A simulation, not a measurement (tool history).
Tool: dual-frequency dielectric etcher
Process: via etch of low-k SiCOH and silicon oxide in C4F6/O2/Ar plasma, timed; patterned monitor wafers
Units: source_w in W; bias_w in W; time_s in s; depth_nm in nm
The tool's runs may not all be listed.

Run 1, hour 0.0: source_w 400 W, bias_w 159 W, time_s 24.5 s. Result: depth_nm 51.977 nm.
Run 2, hour 3.3: source_w 400 W, bias_w 137 W, time_s 24.5 s. Result: depth_nm 49.355 nm.
Run 3, hour 7.5: source_w 400 W, bias_w 137 W, time_s 22.5 s. Result: depth_nm 45.315 nm.
Run 4, hour 8.4: source_w 400 W, bias_w 156 W, time_s 22.5 s. Result: depth_nm 47.520 nm.
Run 5, hour 15.3: source_w 340 W, bias_w 156 W, time_s 22.5 s. Result: depth_nm 44.932 nm.
Run 6, hour 24.0: source_w 380 W, bias_w 159 W, time_s 22.5 s. Result: depth_nm 47.079 nm.
Run 7, hour 31.7: source_w 410 W, bias_w 162 W, time_s 22.5 s. Result: depth_nm 48.467 nm.
Run 8, hour 37.5: source_w 440 W, bias_w 168 W, time_s 22.5 s. Result: depth_nm 50.107 nm.
Run 9, hour 43.3: source_w 460 W, bias_w 175 W, time_s 22.5 s. Result: depth_nm 51.645 nm.
Run 10, hour 49.3: source_w 480 W, bias_w 180 W, time_s 22.5 s. Result: depth_nm 52.626 nm.

Forecast run 11:
Run 11, hour 57.7: source_w 490 W, bias_w 185 W, time_s 22.5 s. Result: depth_nm ?.

{"run 11": {"depth_nm": 53.717}}

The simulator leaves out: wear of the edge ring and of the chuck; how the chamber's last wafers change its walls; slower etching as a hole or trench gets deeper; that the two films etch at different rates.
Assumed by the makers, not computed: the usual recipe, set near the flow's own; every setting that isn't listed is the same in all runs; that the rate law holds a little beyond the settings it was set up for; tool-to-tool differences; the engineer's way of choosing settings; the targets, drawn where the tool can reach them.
